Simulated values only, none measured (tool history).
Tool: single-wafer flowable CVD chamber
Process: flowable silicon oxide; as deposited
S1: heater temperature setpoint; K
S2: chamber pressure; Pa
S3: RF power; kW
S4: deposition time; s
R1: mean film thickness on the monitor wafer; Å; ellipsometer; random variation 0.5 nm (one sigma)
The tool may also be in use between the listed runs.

run 1 hour=0.0 | S1=378.15 S2=98.1 S3=2.445 S4=377 | R1=1860.4
run 2 hour=1.3 | S1=379.15 S2=98.1 S3=2.445 S4=377 | R1=1815.4
run 3 hour=5.8 | S1=380.15 S2=98.1 S3=2.445 S4=377 | R1=1753.9
run 4 hour=7.6 | S1=380.15 S2=98.1 S3=2.445 S4=359 | R1=1672.9
run 5 hour=10.2 | S1=380.15 S2=111.1 S3=2.445 S4=359 | R1=1879.8
run 6 hour=17.5 | S1=380.15 S2=111.1 S3=2.445 S4=377 | R1=1977.1

Forecast run 7:
run 7 hour=25.5 | S1=381.15 S2=111.1 S3=2.445 S4=377 | R1=?

R1: 1919.0 Å

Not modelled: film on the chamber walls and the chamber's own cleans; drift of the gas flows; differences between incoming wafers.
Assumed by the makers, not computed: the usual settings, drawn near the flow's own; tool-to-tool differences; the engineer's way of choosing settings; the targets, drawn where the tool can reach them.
